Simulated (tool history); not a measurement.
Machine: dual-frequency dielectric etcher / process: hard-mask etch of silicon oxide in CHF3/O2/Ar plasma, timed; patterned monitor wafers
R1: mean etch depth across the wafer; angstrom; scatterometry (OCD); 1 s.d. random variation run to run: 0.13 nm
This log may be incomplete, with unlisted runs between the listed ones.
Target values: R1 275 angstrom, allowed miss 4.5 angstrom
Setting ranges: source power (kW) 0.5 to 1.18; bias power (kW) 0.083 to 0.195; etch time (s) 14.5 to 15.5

Run 1, hour 0: source power (kW) 0.84, bias power (kW) 0.139, etch time (s) 15.5. Result: R1 326.9 angstrom.
Run 2, hour 6.7: source power (kW) 0.81, bias power (kW) 0.138, etch time (s) 15.5. Result: R1 320.54 angstrom.
Run 3, hour 13.7: source power (kW) 0.88, bias power (kW) 0.138, etch time (s) 15.5. Result: R1 330.86 angstrom.
Run 4, hour 17.3: source power (kW) 0.88, bias power (kW) 0.138, etch time (s) 15.5. Result: R1 330.2 angstrom.
Run 5, hour 18.1: source power (kW) 0.84, bias power (kW) 0.136, etch time (s) 15.5. Result: R1 321.29 angstrom.
Run 6, hour 25.4: source power (kW) 0.81, bias power (kW) 0.135, etch time (s) 15.5. Result: R1 321.79 angstrom.
Run 7, hour 34.2: source power (kW) 0.78, bias power (kW) 0.131, etch time (s) 15.5. Result: R1 310.99 angstrom.
Run 8, hour 41.2: source power (kW) 0.75, bias power (kW) 0.13, etch time (s) 15.5. Result: R1 307.89 angstrom.
Run 9, hour 45.4: source power (kW) 0.73, bias power (kW) 0.129, etch time (s) 15.5. Result: R1 302.55 angstrom.

Exactly one of the 4 candidate moves below puts every result within its allowed miss. Which one?
Run A, hour 49.6: source power (kW) 0.61, bias power (kW) 0.132, etch time (s) 15.5. Result: R1 ?.
Run B, hour 49.6: source power (kW) 0.61, bias power (kW) 0.138, etch time (s) 15.5. Result: R1 ?.
Run C, hour 49.6: source power (kW) 0.75, bias power (kW) 0.134, etch time (s) 14.5. Result: R1 ?.
Run D, hour 49.6: source power (kW) 0.76, bias power (kW) 0.104, etch time (s) 15. Result: R1 ?.

move      R1
   A  285.36
   B  289.67
   C  288.55
   D  276.31
A: better than the last run, though not everything is in spec
B: better than the last run, though not everything is in spec
C: better than the last run, though not everything is in spec
D: in spec on every target
So the answer is move D, the one that meets all the targets.

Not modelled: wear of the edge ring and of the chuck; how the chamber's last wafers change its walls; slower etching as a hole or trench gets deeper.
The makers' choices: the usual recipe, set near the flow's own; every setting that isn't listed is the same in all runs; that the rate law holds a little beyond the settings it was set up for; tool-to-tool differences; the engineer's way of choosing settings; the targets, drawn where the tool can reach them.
